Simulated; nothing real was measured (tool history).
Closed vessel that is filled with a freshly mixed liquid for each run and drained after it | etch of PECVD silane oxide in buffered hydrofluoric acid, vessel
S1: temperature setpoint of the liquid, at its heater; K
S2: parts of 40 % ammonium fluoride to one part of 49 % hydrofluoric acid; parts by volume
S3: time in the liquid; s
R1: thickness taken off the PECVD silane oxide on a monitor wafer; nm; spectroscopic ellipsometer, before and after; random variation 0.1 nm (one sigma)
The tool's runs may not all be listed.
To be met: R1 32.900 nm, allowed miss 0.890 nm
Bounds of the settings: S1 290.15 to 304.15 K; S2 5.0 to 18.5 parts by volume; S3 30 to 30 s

run 1 hour=0.0 | S1=296.15 S2=11.5 S3=30 | R1=48.363
run 2 hour=1.9 | S1=295.65 S2=11.5 S3=30 | R1=47.299
run 3 hour=7.4 | S1=295.65 S2=14.0 S3=30 | R1=38.692
run 4 hour=16.5 | S1=295.65 S2=14.0 S3=30 | R1=38.938
run 5 hour=22.9 | S1=295.65 S2=14.0 S3=30 | R1=39.067
run 6 hour=26.3 | S1=295.65 S2=11.5 S3=30 | R1=47.336
run 7 hour=31.5 | S1=295.65 S2=11.5 S3=30 | R1=47.081
run 8 hour=37.1 | S1=295.15 S2=11.5 S3=30 | R1=45.789
run 9 hour=40.9 | S1=295.15 S2=11.5 S3=30 | R1=45.738
run 10 hour=43.4 | S1=294.65 S2=11.5 S3=30 | R1=44.397
run 11 hour=50.9 | S1=294.15 S2=11.5 S3=30 | R1=43.482
run 12 hour=59.8 | S1=293.65 S2=11.5 S3=30 | R1=42.200
run 13 hour=60.9 | S1=293.15 S2=11.5 S3=30 | R1=40.989
run 14 hour=63.6 | S1=292.65 S2=11.5 S3=30 | R1=39.925
run 15 hour=67.0 | S1=292.15 S2=11.5 S3=30 | R1=38.741
run 16 hour=74.6 | S1=291.15 S2=12.0 S3=30 | R1=35.203
run 17 hour=82.6 | S1=290.65 S2=12.0 S3=30 | R1=34.145
run 18 hour=85.2 | S1=290.65 S2=12.0 S3=30 | R1=34.207

5 next moves are on the table. One of them brings every result within its allowed miss. Which?
run A hour=87.8 | S1=290.15 S2=11.5 S3=30 | R1=?
run B hour=87.8 | S1=291.15 S2=12.0 S3=30 | R1=?
run C hour=87.8 | S1=290.65 S2=11.5 S3=30 | R1=?
run D hour=87.8 | S1=293.15 S2=14.5 S3=30 | R1=?
run E hour=87.8 | S1=294.65 S2=14.5 S3=30 | R1=?

move=A R1=34.675
move=B R1=35.211
move=C R1=35.679
move=D R1=32.739
move=E R1=35.596
A: further off than the last run
B: further off than the last run
C: further off than the last run
D: meets every target
E: further off than the last run
The right move is D.

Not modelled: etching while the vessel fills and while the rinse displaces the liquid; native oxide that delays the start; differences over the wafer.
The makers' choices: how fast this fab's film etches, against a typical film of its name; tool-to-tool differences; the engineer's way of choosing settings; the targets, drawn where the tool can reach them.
